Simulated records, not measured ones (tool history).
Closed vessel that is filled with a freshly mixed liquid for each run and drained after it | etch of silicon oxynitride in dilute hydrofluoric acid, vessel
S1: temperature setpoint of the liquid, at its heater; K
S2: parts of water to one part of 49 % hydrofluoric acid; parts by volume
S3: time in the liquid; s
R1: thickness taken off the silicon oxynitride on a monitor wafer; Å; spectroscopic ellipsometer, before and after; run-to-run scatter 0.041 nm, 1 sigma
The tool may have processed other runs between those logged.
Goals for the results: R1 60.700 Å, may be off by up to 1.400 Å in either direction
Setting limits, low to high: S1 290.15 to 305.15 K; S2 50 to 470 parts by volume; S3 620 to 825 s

run,hour,S1,S2,S3,R1
1,0.0,297.15,260,825,45.561
2,6.7,297.15,330,825,34.002
3,14.8,298.65,330,825,36.087
4,19.8,298.65,330,620,26.899
5,26.5,301.65,330,620,30.640
6,32.8,299.65,330,620,28.461
7,35.7,300.15,300,620,32.209
8,39.8,300.15,270,620,36.773
9,42.3,300.65,245,620,42.492
10,51.8,301.15,230,620,46.583
11,60.8,301.65,220,620,50.211
12,68.2,302.15,215,620,52.400
13,75.5,302.65,210,620,55.149
14,78.2,303.15,210,620,55.777
15,86.1,303.65,210,620,57.108
16,90.5,304.15,210,620,58.943

Exactly one of the 4 candidate moves below puts every result within its allowed miss. Which one?
A,94.9,305.15,250,805,?
B,94.9,305.15,240,690,?
C,94.9,305.15,255,735,?
D,94.9,304.15,225,695,?

move,R1
A,63.776
B,57.491
C,56.818
D,60.242
A: pushes the last run's worst result past its target
B: further off than the last run
C: further off than the last run
D: each result inside its tolerance
Answer: D
